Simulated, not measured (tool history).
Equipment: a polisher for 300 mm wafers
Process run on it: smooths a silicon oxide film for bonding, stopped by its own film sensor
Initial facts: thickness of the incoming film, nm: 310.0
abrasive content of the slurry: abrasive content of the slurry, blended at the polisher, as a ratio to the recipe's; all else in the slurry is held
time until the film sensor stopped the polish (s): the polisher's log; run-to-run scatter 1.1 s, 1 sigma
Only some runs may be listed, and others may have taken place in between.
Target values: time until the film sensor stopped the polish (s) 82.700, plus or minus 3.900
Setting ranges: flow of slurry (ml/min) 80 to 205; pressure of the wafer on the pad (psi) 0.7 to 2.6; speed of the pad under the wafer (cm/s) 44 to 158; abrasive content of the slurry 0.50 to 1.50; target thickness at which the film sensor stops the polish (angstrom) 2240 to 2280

run,day,flow of slurry (ml/min),pressure of the wafer on the pad (psi),speed of the pad under the wafer (cm/s),abrasive content of the slurry,target thickness at which the film sensor stops the polish (angstrom),time until the film sensor stopped the polish (s)
1,0.000,135,1.6,100,1.00,2280,164.630
2,0.225,135,1.9,102,1.00,2280,139.600
3,0.371,135,2.1,106,1.00,2280,123.830
4,0.733,135,2.5,106,1.00,2280,102.330
5,1.079,135,2.5,112,1.00,2280,98.775
6,1.254,135,2.5,112,1.00,2280,98.823
7,1.550,135,2.5,116,1.00,2280,97.976
8,1.767,135,2.5,122,1.00,2280,95.639
9,2.079,135,2.5,126,1.00,2280,91.449
10,2.392,135,2.5,128,1.00,2280,93.246

Exercise: of the 5 proposed moves below, exactly one satisfies all targets within the stated allowed misses. Which move is it?
A,2.704,145,2.6,112,1.05,2270,?
B,2.704,135,2.6,122,1.15,2270,?
C,2.704,145,2.1,136,1.00,2240,?
D,2.704,135,2.2,128,1.15,2280,?
E,2.704,135,2.3,126,1.05,2260,?

move,time until the film sensor stopped the polish (s)
A,92.916
B,84.044
C,107.840
D,94.766
E,99.088
A: about the same distance from the targets as the last run
B: all results in spec
C: lands further from the targets than the last run did
D: lands further from the targets than the last run did
E: lands further from the targets than the last run did
The move that meets every target is B.
